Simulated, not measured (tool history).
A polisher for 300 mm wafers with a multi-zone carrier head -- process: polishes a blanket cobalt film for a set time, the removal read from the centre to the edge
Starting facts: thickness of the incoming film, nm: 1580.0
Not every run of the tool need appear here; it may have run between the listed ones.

run,hour,flow of slurry (ml/min),pressure of the head's centre zone,pressure of the head's middle zone,pressure of the head's edge zone,polishing time (s),film removed at the wafer's centre (Å),film removed at mid-radius (Å),film removed at the wafer's edge (Å)
1,0.0,280,1.00,1.00,1.00,69,3342.9,3298.5,3262.3
2,7.8,285,0.97,1.04,1.05,77,3619.5,3838.8,3776.1
3,9.9,295,0.96,1.07,1.09,82,3877.7,4208.1,4159.9
4,14.4,295,0.89,1.07,1.09,82,3532.5,4163.1,4176.5
5,19.6,305,0.90,1.10,1.12,86,3782.3,4440.0,4365.9
6,23.9,375,0.90,1.10,1.12,86,3929.2,4599.3,4439.9
# hour 30.2: slurry nozzle cleaned
7,30.2,365,0.89,1.11,1.13,89,4034.0,4945.4,4632.7

Run 8 has not been measured yet. What should we expect?
8,36.5,360,0.89,1.11,1.14,91,?,?,?

For run 8 the tool returned film removed at the wafer's centre (Å) 4148.6, film removed at mid-radius (Å) 5017.7, film removed at the wafer's edge (Å) 4915.4.
